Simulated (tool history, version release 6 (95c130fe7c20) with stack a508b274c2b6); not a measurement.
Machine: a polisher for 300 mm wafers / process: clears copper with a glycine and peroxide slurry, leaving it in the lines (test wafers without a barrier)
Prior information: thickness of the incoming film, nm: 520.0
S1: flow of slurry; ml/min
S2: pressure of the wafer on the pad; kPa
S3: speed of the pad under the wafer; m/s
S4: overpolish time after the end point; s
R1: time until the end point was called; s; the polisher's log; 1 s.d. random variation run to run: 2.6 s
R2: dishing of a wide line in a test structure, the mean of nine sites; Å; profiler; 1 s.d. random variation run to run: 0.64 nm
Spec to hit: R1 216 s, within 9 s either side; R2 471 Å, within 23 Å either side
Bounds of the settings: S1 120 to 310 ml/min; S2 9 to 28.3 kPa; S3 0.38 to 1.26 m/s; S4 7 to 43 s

run 1 hour=0 | S1=200 S2=18.6 S3=0.82 S4=22 | R1=144.44 R2=621.84
run 2 hour=1 | S1=180 S2=18.6 S3=0.82 S4=22 | R1=146.59 R2=628.5
run 3 hour=9.9 | S1=180 S2=17.2 S3=0.82 S4=22 | R1=160.82 R2=588.01
run 4 hour=15.7 | S1=225 S2=17.2 S3=0.82 S4=22 | R1=151.62 R2=600.05
run 5 hour=16.2 | S1=220 S2=16.5 S3=0.82 S4=22 | R1=154.59 R2=591.86
run 6 hour=21.2 | S1=220 S2=16.5 S3=0.82 S4=26 | R1=156.11 R2=674.09
run 7 hour=29.8 | S1=220 S2=15.9 S3=0.82 S4=26 | R1=165.63 R2=654.17
run 8 hour=38 | S1=215 S2=15.2 S3=0.82 S4=25 | R1=169.97 R2=597.45
run 9 hour=38.6 | S1=195 S2=10.3 S3=0.8 S4=25 | R1=226.27 R2=454.79
run 10 hour=42.1 | S1=200 S2=10.3 S3=0.8 S4=25 | R1=231 R2=465.74
run 11 hour=46.6 | S1=205 S2=10.3 S3=0.8 S4=25 | R1=227.6 R2=470.58
run 12 hour=49.4 | S1=210 S2=10.3 S3=0.8 S4=25 | R1=226.63 R2=466.05
run 13 hour=58.2 | S1=220 S2=10.3 S3=0.8 S4=25 | R1=226.8 R2=470.35

Pick the move, out of 4, that brings all results within their allowed miss; only one does.
run A hour=67 | S1=190 S2=11 S3=0.82 S4=24 | R1=? R2=?
run B hour=67 | S1=220 S2=11.7 S3=0.64 S4=26 | R1=? R2=?
run C hour=67 | S1=220 S2=9.7 S3=0.8 S4=28 | R1=? R2=?
run D hour=67 | S1=220 S2=9.7 S3=0.84 S4=25 | R1=? R2=?

move=A R1=217.06 R2=476.03
move=B R1=236.07 R2=479.2
move=C R1=235.97 R2=503.68
move=D R1=229.32 R2=468.05
A: hits every target within its allowed miss
B: misses by more than the last run did
C: misses by more than the last run did
D: misses by more than the last run did
Go with A: it meets all targets.
